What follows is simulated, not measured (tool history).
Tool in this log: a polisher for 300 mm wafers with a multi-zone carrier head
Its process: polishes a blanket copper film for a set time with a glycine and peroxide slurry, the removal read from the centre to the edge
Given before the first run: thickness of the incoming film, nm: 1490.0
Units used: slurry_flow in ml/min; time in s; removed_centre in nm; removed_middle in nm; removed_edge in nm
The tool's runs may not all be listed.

run,day,slurry_flow,centre_zone,middle_zone,edge_zone,time,removed_centre,removed_middle,removed_edge
1,0.000,125,1.00,1.00,1.00,83,432.59,447.60,428.55
2,0.058,115,0.97,1.00,1.00,83,419.59,442.51,437.00
3,0.300,115,0.97,1.07,1.00,83,421.01,459.27,422.46
4,0.600,110,0.94,1.07,1.00,82,392.65,458.17,419.90
5,0.904,110,0.94,1.07,1.00,94,458.14,530.19,482.27
6,1.029,105,0.92,1.06,0.99,91,429.14,495.63,475.52
7,1.062,105,0.91,1.06,0.99,88,413.92,480.05,448.94
8,1.104,100,0.89,1.06,0.99,86,392.32,461.46,441.17
9,1.479,95,0.88,1.06,0.98,85,381.72,450.94,432.41
10,1.708,95,0.87,1.06,0.98,84,366.49,458.36,429.96

For run 11, what comes out?
11,1.854,95,0.87,1.05,0.98,83,?,?,?

{"run 11": {"removed_centre": 366.28, "removed_middle": 447.42, "removed_edge": 430.7}}
